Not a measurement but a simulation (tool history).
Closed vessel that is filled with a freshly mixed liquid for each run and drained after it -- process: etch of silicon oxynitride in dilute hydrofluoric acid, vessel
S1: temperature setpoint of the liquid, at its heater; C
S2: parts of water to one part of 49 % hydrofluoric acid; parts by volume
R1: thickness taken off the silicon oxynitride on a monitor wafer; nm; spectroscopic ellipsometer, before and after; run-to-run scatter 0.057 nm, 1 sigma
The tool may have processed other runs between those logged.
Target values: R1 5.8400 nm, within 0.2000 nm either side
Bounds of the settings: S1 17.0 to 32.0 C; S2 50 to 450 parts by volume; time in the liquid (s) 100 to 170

run 1 day=0.000 | S1=24.0 S2=250 time_in_the_liquid_(s)=170 | R1=2.9002
run 2 day=0.321 | S1=25.5 S2=230 time_in_the_liquid_(s)=170 | R1=3.3901
run 3 day=0.350 | S1=27.0 S2=215 time_in_the_liquid_(s)=170 | R1=3.9889
run 4 day=0.646 | S1=28.0 S2=210 time_in_the_liquid_(s)=170 | R1=4.1837
-- day=0.788 thermometer replaced
run 5 day=0.788 | S1=28.0 S2=210 time_in_the_liquid_(s)=100 | R1=2.3261
run 6 day=0.854 | S1=28.0 S2=270 time_in_the_liquid_(s)=100 | R1=1.7549
run 7 day=0.950 | S1=26.0 S2=240 time_in_the_liquid_(s)=100 | R1=1.8131
run 8 day=1.292 | S1=27.0 S2=210 time_in_the_liquid_(s)=100 | R1=2.2314
run 9 day=1.342 | S1=28.0 S2=175 time_in_the_liquid_(s)=110 | R1=3.2042
run 10 day=1.462 | S1=28.0 S2=150 time_in_the_liquid_(s)=110 | R1=3.7647
run 11 day=1.779 | S1=28.0 S2=135 time_in_the_liquid_(s)=110 | R1=4.2216
run 12 day=1.904 | S1=28.0 S2=125 time_in_the_liquid_(s)=110 | R1=4.6817
run 13 day=2.162 | S1=28.0 S2=115 time_in_the_liquid_(s)=110 | R1=5.0842
run 14 day=2.325 | S1=28.0 S2=110 time_in_the_liquid_(s)=110 | R1=5.4224
run 15 day=2.608 | S1=28.0 S2=105 time_in_the_liquid_(s)=110 | R1=5.6856

Exactly one of the 5 candidate moves below puts every result within its allowed miss. Which one?
run A day=2.892 | S1=28.0 S2=140 time_in_the_liquid_(s)=145 | R1=?
run B day=2.892 | S1=24.5 S2=115 time_in_the_liquid_(s)=150 | R1=?
run C day=2.892 | S1=25.5 S2=90 time_in_the_liquid_(s)=100 | R1=?
run D day=2.892 | S1=24.0 S2=115 time_in_the_liquid_(s)=140 | R1=?
run E day=2.892 | S1=25.5 S2=140 time_in_the_liquid_(s)=160 | R1=?

move=A R1=5.4086
move=B R1=5.9366
move=C R1=5.4146
move=D R1=5.4129
move=E R1=5.3337
A: moves away from the targets compared with the last run
B: every result within its allowed miss
C: moves away from the targets compared with the last run
D: moves away from the targets compared with the last run
E: moves away from the targets compared with the last run
So the answer is move B, the one that meets all the targets.
